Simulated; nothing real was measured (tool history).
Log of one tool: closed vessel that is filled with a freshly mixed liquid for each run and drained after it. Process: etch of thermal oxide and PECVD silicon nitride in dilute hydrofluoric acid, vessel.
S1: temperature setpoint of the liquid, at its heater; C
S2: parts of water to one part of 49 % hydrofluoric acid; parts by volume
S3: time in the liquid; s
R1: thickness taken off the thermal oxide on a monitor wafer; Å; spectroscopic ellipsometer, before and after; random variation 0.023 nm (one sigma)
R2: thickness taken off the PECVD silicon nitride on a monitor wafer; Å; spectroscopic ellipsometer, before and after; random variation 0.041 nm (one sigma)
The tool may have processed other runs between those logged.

| run | day | S1 | S2 | S3 | R1 | R2 |
|---|---|---|---|---|---|---|
| 1 | 0 | 24 | 135 | 260 | 91.687 | 112.47 |
| 2 | 0.317 | 24 | 135 | 330 | 115.01 | 144.36 |
| 3 | 0.367 | 24 | 135 | 240 | 83.537 | 103.65 |
| 4 | 0.492 | 24 | 135 | 295 | 103.62 | 129.75 |
| 5 | 0.821 | 22.5 | 135 | 295 | 97.734 | 117.97 |
| 6 | 0.854 | 24 | 135 | 295 | 103.98 | 130.2 |
| 7 | 0.954 | 24 | 135 | 295 | 102.82 | 129.34 |
| 8 | 1.142 | 23 | 150 | 295 | 87.382 | 108.99 |
| 9 | 1.362 | 22 | 160 | 295 | 79.687 | 96.155 |
| 10 | 1.708 | 22 | 175 | 295 | 71.214 | 89.154 |

Run 11, settings as shown, results not yet in. Your forecast:
| 11 | 1.921 | 21.5 | 185 | 295 | ? | ? |

Run 11 gave R1 65.532 Å, R2 80.942 Å.
